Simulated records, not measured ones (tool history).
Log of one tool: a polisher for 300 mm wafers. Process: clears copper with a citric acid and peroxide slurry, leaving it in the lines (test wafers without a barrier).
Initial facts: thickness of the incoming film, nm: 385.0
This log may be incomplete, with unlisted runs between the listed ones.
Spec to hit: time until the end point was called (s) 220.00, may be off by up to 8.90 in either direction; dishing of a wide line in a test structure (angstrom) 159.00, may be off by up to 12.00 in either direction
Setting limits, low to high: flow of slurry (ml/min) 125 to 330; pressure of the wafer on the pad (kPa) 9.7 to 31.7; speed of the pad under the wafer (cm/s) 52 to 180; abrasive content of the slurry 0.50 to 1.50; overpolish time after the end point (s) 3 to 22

| run | hour | flow of slurry (ml/min) | pressure of the wafer on the pad (kPa) | speed of the pad under the wafer (cm/s) | abrasive content of the slurry | overpolish time after the end point (s) | time until the end point was called (s) | dishing of a wide line in a test structure (angstrom) |
|---|---|---|---|---|---|---|---|---|
| 1 | 0.0 | 210 | 20.7 | 116 | 1.00 | 11 | 129.65 | 266.05 |
| 2 | 0.9 | 210 | 20.7 | 116 | 0.85 | 11 | 134.88 | 250.11 |
| 3 | 2.3 | 210 | 17.9 | 116 | 0.85 | 11 | 155.77 | 216.10 |
| 4 | 11.1 | 170 | 17.9 | 116 | 0.85 | 11 | 163.99 | 218.11 |
| 5 | 15.0 | 170 | 17.9 | 116 | 0.85 | 15 | 158.16 | 286.77 |
| 6 | 18.8 | 170 | 17.9 | 116 | 0.75 | 15 | 166.51 | 271.58 |
| 7 | 27.2 | 175 | 16.5 | 116 | 0.75 | 14 | 178.62 | 230.88 |
| 8 | 29.2 | 175 | 11.7 | 116 | 0.75 | 12 | 246.24 | 156.56 |
| 9 | 34.0 | 185 | 12.4 | 116 | 0.75 | 12 | 234.46 | 161.68 |
| 10 | 41.0 | 190 | 12.4 | 116 | 0.75 | 12 | 231.46 | 159.75 |
| 11 | 46.9 | 195 | 12.4 | 116 | 0.75 | 12 | 225.77 | 169.40 |
| 12 | 48.1 | 200 | 12.4 | 116 | 0.75 | 12 | 225.49 | 163.28 |

Exactly one of the 4 candidate moves below puts every result within its allowed miss. Which one?
| A | 49.3 | 185 | 12.4 | 120 | 0.75 | 13 | ? | ? |
| B | 49.3 | 170 | 11.0 | 118 | 0.90 | 13 | ? | ? |
| C | 49.3 | 205 | 11.0 | 136 | 0.75 | 11 | ? | ? |
| D | 49.3 | 200 | 10.3 | 136 | 0.80 | 15 | ? | ? |

| move | time until the end point was called (s) | dishing of a wide line in a test structure (angstrom) |
|---|---|---|
| A | 220.17 | 174.94 |
| B | 239.70 | 161.16 |
| C | 214.30 | 153.11 |
| D | 223.82 | 194.99 |
A: puts the biggest miss on target and leaves a different result outside tolerance
B: its largest miss is bigger than the last run's
C: in spec on every target
D: puts the biggest miss on target and leaves a different result outside tolerance
The right move is C.
